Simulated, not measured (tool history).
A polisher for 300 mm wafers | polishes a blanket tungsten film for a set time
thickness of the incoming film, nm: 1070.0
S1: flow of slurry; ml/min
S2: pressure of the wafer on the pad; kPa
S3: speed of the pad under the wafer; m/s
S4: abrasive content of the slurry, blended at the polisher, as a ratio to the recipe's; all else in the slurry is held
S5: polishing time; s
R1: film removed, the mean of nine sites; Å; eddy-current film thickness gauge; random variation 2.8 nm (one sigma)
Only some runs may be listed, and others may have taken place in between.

run	hour	S1	S2	S3	S4	S5	R1
1	0	310	18.6	1.38	1	94	4475.7
2	6.6	310	20.7	1.38	1	94	5063.2
3	11.5	310	20.7	1.6	1	94	5739.3
4	18	370	20.7	1.6	1	94	5807.8
5	20.6	370	18.6	1.6	1	94	5277.5
6	23.5	325	18.6	1.6	1	94	5204.7

What will run 7 give?
7	26.4	325	16.5	1.6	1	94	?

Run 7 came out at R1 4666 Å.
